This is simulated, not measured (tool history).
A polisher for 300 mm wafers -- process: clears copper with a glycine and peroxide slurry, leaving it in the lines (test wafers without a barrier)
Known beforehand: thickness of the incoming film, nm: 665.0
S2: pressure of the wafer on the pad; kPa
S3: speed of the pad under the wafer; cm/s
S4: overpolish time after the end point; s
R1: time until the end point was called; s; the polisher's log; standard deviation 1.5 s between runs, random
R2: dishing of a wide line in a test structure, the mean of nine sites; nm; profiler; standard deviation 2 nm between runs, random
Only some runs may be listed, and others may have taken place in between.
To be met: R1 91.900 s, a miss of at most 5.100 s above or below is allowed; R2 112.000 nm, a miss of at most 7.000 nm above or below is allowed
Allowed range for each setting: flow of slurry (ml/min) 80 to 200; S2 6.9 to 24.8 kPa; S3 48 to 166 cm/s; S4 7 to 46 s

Run 1, hour 0.0: flow of slurry (ml/min) 130, S2 15.9 kPa, S3 106 cm/s, S4 24 s. Result: R1 127.680 s, R2 67.670 nm.
Run 2, hour 2.7: flow of slurry (ml/min) 130, S2 13.8 kPa, S3 106 cm/s, S4 24 s. Result: R1 140.100 s, R2 63.000 nm.
Run 3, hour 5.9: flow of slurry (ml/min) 150, S2 13.8 kPa, S3 106 cm/s, S4 24 s. Result: R1 138.300 s, R2 62.284 nm.
Run 4, hour 6.5: flow of slurry (ml/min) 165, S2 13.8 kPa, S3 106 cm/s, S4 24 s. Result: R1 134.090 s, R2 62.220 nm.
Run 5, hour 9.0: flow of slurry (ml/min) 165, S2 15.2 kPa, S3 106 cm/s, S4 25 s. Result: R1 125.910 s, R2 67.607 nm.
Run 6, hour 10.9: flow of slurry (ml/min) 165, S2 17.2 kPa, S3 106 cm/s, S4 25 s. Result: R1 114.960 s, R2 74.757 nm.
Run 7, hour 15.0: flow of slurry (ml/min) 165, S2 17.2 kPa, S3 106 cm/s, S4 25 s. Result: R1 114.430 s, R2 77.006 nm.
Run 8, hour 15.8: flow of slurry (ml/min) 165, S2 17.9 kPa, S3 106 cm/s, S4 26 s. Result: R1 110.070 s, R2 83.571 nm.
Run 9, hour 22.1: flow of slurry (ml/min) 165, S2 18.6 kPa, S3 106 cm/s, S4 26 s. Result: R1 107.280 s, R2 80.851 nm.
Run 10, hour 28.9: flow of slurry (ml/min) 165, S2 18.6 kPa, S3 106 cm/s, S4 26 s. Result: R1 105.090 s, R2 83.753 nm.
At hour 35.3: worn pad replaced by a new one.
Run 11, hour 35.3: flow of slurry (ml/min) 165, S2 19.3 kPa, S3 106 cm/s, S4 27 s. Result: R1 94.586 s, R2 92.195 nm.
Run 12, hour 36.1: flow of slurry (ml/min) 165, S2 19.3 kPa, S3 106 cm/s, S4 28 s. Result: R1 94.625 s, R2 93.888 nm.
Run 13, hour 45.0: flow of slurry (ml/min) 165, S2 19.3 kPa, S3 106 cm/s, S4 29 s. Result: R1 93.948 s, R2 97.908 nm.
Run 14, hour 47.9: flow of slurry (ml/min) 165, S2 19.3 kPa, S3 106 cm/s, S4 30 s. Result: R1 97.984 s, R2 99.983 nm.
Run 15, hour 55.6: flow of slurry (ml/min) 165, S2 20.0 kPa, S3 106 cm/s, S4 31 s. Result: R1 93.635 s, R2 102.250 nm.
Run 16, hour 64.3: flow of slurry (ml/min) 165, S2 20.0 kPa, S3 106 cm/s, S4 31 s. Result: R1 92.833 s, R2 104.390 nm.

Pick the move, out of 4, that brings all results within their allowed miss; only one does.
Run A, hour 73.0: flow of slurry (ml/min) 180, S2 17.9 kPa, S3 110 cm/s, S4 45 s. Result: R1 ?, R2 ?.
Run B, hour 73.0: flow of slurry (ml/min) 170, S2 24.8 kPa, S3 102 cm/s, S4 30 s. Result: R1 ?, R2 ?.
Run C, hour 73.0: flow of slurry (ml/min) 190, S2 20.0 kPa, S3 94 cm/s, S4 29 s. Result: R1 ?, R2 ?.
Run D, hour 73.0: flow of slurry (ml/min) 200, S2 17.2 kPa, S3 116 cm/s, S4 36 s. Result: R1 ?, R2 ?.

move       R1       R2
   A   98.073  122.720
   B   80.117  113.280
   C  101.220   93.442
   D   95.485  108.890
A: moves the result that the last run missed by most past its target, out the other side
B: corrects the largest miss of the last run, while another result sits out of spec
C: its largest miss is bigger than the last run's
D: meets every target
D is the move that brings every result within its allowed miss.

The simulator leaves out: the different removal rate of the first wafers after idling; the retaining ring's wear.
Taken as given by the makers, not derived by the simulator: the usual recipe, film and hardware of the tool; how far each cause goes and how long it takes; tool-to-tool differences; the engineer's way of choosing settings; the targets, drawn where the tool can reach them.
